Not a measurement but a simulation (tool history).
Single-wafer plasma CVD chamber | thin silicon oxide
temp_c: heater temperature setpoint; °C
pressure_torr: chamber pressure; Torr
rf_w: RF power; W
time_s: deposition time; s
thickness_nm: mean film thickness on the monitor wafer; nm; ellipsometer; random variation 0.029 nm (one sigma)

run  hour  temp_c  pressure_torr  rf_w  time_s  thickness_nm
  1     0     400          0.651   265    6.61        10.351
  2   8.1     406          0.651   265    6.61        10.268
  3  15.1     406          0.651   265    6.31        9.7418
  4  22.8     406          0.723   265    6.31         10.82
  5  25.9     406          0.723   295    6.31        11.302
  6  34.4     407           0.69   295    6.31        10.928
  7  40.6     407           0.69   295    6.31        10.854
  8  41.7     407          0.659   295    6.31          10.4

The next listed run, before its measurement:
  9  46.8     407          0.529   295    6.31             ?

thickness_nm: 8.4226 nm

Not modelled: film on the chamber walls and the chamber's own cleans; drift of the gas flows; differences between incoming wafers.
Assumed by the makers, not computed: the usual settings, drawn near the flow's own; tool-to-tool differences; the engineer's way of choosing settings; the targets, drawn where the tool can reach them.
